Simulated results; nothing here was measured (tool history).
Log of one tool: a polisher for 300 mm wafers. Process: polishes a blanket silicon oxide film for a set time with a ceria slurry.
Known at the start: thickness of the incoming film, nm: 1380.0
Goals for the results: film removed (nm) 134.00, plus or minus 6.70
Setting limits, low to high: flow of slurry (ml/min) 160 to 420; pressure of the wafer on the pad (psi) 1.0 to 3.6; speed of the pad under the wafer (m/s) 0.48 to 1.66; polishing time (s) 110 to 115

run  hour  flow of slurry (ml/min)  pressure of the wafer on the pad (psi)  speed of the pad under the wafer (m/s)  polishing time (s)  film removed (nm)
  1   0.0                      270                                     2.3                                    1.06                 110             354.25
  2   4.0                      270                                     2.8                                    1.06                 110             421.48
  3  11.7                      305                                     2.8                                    1.06                 110             431.85
  4  17.9                      305                                     2.6                                    1.00                 110             368.20
  5  22.0                      305                                     2.4                                    0.96                 110             344.31
  6  25.7                      290                                     2.2                                    0.90                 110             288.33
  7  31.3                      275                                     1.6                                    0.70                 110             166.42
  8  32.3                      270                                     1.4                                    0.70                 110             146.11
  9  39.3                      265                                     1.2                                    0.70                 110             124.16

Which single option among these 4 for the next run brings every result within its allowed miss of target? Just one does.
  A  46.3                      255                                     1.1                                    0.70                 110                  ?
  B  46.3                      305                                     1.7                                    0.58                 110                  ?
  C  46.3                      330                                     1.4                                    0.70                 110                  ?
  D  46.3                      315                                     1.3                                    0.66                 114                  ?

move  film removed (nm)
   A             115.96
   B             149.09
   C             149.05
   D             135.60
A: its largest miss is bigger than the last run's
B: the result that was furthest off in the last run now lies on the other side of its target
C: the result that was furthest off in the last run now lies on the other side of its target
D: meets every target
The right move is D.
